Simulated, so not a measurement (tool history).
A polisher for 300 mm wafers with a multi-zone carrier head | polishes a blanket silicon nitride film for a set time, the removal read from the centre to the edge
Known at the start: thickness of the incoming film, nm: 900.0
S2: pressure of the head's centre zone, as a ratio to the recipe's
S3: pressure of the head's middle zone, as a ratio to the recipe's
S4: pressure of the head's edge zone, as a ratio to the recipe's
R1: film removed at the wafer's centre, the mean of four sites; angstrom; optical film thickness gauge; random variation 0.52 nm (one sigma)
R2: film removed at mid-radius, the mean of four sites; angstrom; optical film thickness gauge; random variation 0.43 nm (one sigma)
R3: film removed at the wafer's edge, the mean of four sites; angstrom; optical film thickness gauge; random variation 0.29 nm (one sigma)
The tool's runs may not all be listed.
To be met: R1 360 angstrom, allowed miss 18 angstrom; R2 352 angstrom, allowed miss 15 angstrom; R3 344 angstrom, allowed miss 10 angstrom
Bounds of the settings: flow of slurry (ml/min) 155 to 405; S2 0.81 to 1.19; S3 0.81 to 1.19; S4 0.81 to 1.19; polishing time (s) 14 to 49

run 1 day=0 | flow_of_slurry_(ml/min)=260 S2=1 S3=1 S4=1 polishing_time_(s)=31 | R1=409.43 R2=416.17 R3=414.25
run 2 day=0.254 | flow_of_slurry_(ml/min)=260 S2=1.07 S3=1 S4=1 polishing_time_(s)=31 | R1=454.73 R2=416.07 R3=413.83
run 3 day=0.5 | flow_of_slurry_(ml/min)=260 S2=1.07 S3=0.92 S4=1 polishing_time_(s)=31 | R1=445.98 R2=393.69 R3=415.84
run 4 day=0.812 | flow_of_slurry_(ml/min)=260 S2=1.07 S3=0.92 S4=1 polishing_time_(s)=38 | R1=557.26 R2=470.65 R3=509.83
run 5 day=1.012 | flow_of_slurry_(ml/min)=260 S2=1.07 S3=0.92 S4=1.08 polishing_time_(s)=38 | R1=555.22 R2=472.54 R3=524.35
run 6 day=1.079 | flow_of_slurry_(ml/min)=260 S2=1.06 S3=0.93 S4=1.06 polishing_time_(s)=36 | R1=516.89 R2=457.39 R3=491.46
run 7 day=1.379 | flow_of_slurry_(ml/min)=260 S2=1.06 S3=0.94 S4=1.04 polishing_time_(s)=34 | R1=490.55 R2=443.26 R3=453.84
run 8 day=1.554 | flow_of_slurry_(ml/min)=260 S2=1.05 S3=0.94 S4=1.04 polishing_time_(s)=32 | R1=455.36 R2=403.45 R3=435.44
run 9 day=1.792 | flow_of_slurry_(ml/min)=260 S2=1.05 S3=0.95 S4=1.02 polishing_time_(s)=31 | R1=447.73 R2=406.76 R3=426.39
run 10 day=2.008 | flow_of_slurry_(ml/min)=255 S2=1.05 S3=0.96 S4=1 polishing_time_(s)=30 | R1=415.3 R2=386.5 R3=407.37
run 11 day=2.067 | flow_of_slurry_(ml/min)=260 S2=1.05 S3=0.97 S4=0.99 polishing_time_(s)=29 | R1=408.32 R2=375.34 R3=394.11
run 12 day=2.367 | flow_of_slurry_(ml/min)=260 S2=1.05 S3=0.99 S4=0.97 polishing_time_(s)=28 | R1=409.51 R2=373.96 R3=369.15
run 13 day=2.688 | flow_of_slurry_(ml/min)=255 S2=1.04 S3=0.99 S4=0.96 polishing_time_(s)=28 | R1=382.81 R2=375.5 R3=366.57
run 14 day=3.033 | flow_of_slurry_(ml/min)=250 S2=1.04 S3=0.98 S4=0.95 polishing_time_(s)=28 | R1=389.71 R2=365.22 R3=368.32
run 15 day=3.258 | flow_of_slurry_(ml/min)=245 S2=1.04 S3=0.98 S4=0.94 polishing_time_(s)=28 | R1=387.85 R2=365.76 R3=361.13

Which of these 5 next moves meets every target?
run A day=3.483 | flow_of_slurry_(ml/min)=235 S2=0.98 S3=0.94 S4=0.95 polishing_time_(s)=28 | R1=? R2=? R3=?
run B day=3.483 | flow_of_slurry_(ml/min)=260 S2=1.02 S3=0.98 S4=0.93 polishing_time_(s)=29 | R1=? R2=? R3=?
run C day=3.483 | flow_of_slurry_(ml/min)=230 S2=0.97 S3=0.97 S4=1 polishing_time_(s)=28 | R1=? R2=? R3=?
run D day=3.483 | flow_of_slurry_(ml/min)=270 S2=1.03 S3=1.01 S4=0.99 polishing_time_(s)=26 | R1=? R2=? R3=?
run E day=3.483 | flow_of_slurry_(ml/min)=210 S2=0.95 S3=0.94 S4=1.03 polishing_time_(s)=26 | R1=? R2=? R3=?

move=A R1=367.99 R2=353.11 R3=367.07
move=B R1=402.77 R2=383.65 R3=380.21
move=C R1=363.07 R2=361.44 R3=374.5
move=D R1=366.58 R2=354.37 R3=351.4
move=E R1=325.09 R2=322.52 R3=349.02
A: further off than the last run
B: further off than the last run
C: further off than the last run
D: meets every target
E: brings the result that was furthest off to its target, and leaves another outside
Answer: D

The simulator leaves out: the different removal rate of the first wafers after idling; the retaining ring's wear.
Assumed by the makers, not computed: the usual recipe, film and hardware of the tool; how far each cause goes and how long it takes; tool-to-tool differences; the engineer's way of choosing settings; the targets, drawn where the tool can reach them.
